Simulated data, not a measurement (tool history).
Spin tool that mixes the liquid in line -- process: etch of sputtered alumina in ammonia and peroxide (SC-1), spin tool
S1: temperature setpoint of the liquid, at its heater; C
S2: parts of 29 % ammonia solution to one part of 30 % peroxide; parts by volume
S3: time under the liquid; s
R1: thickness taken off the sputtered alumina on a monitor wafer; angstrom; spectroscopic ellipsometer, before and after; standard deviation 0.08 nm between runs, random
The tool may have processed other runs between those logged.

run 1 hour=0.0 | S1=52.0 S2=0.65 S3=265 | R1=157.34
run 2 hour=6.3 | S1=51.0 S2=0.65 S3=265 | R1=147.60
run 3 hour=11.4 | S1=46.5 S2=0.65 S3=265 | R1=114.98
run 4 hour=20.2 | S1=46.5 S2=0.65 S3=265 | R1=115.28
run 5 hour=26.7 | S1=46.5 S2=0.65 S3=265 | R1=116.15
run 6 hour=28.7 | S1=46.5 S2=0.65 S3=265 | R1=115.35
run 7 hour=30.1 | S1=47.5 S2=0.65 S3=265 | R1=122.25

Run 8 has not been measured yet. What should we expect?
run 8 hour=35.0 | S1=48.5 S2=0.65 S3=265 | R1=?

For run 8 the tool returned R1 128.64 angstrom.

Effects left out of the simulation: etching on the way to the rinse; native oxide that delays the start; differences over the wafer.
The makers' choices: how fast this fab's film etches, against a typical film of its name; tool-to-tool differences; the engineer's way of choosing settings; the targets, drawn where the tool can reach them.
